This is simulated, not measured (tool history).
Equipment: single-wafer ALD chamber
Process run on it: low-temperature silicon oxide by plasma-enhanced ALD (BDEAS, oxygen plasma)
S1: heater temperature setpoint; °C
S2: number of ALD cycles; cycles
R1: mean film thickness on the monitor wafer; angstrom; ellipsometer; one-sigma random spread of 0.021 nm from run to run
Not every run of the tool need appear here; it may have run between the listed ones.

{"run": 1, "hour": 0.0, "S1": 115, "S2": 58, "R1": 81.138}
{"run": 2, "hour": 4.9, "S1": 115, "S2": 61, "R1": 85.546}
{"run": 3, "hour": 13.1, "S1": 114, "S2": 64, "R1": 89.859}
{"run": 4, "hour": 18.0, "S1": 113, "S2": 66, "R1": 92.67}
{"run": 5, "hour": 20.3, "S1": 113, "S2": 68, "R1": 95.532}
{"run": 6, "hour": 22.5, "S1": 113, "S2": 69, "R1": 96.669}

Forecast run 7:
{"run": 7, "hour": 26.3, "S1": 113, "S2": 70, "R1": "?"}

Logged for run 7: R1 98.585 angstrom.
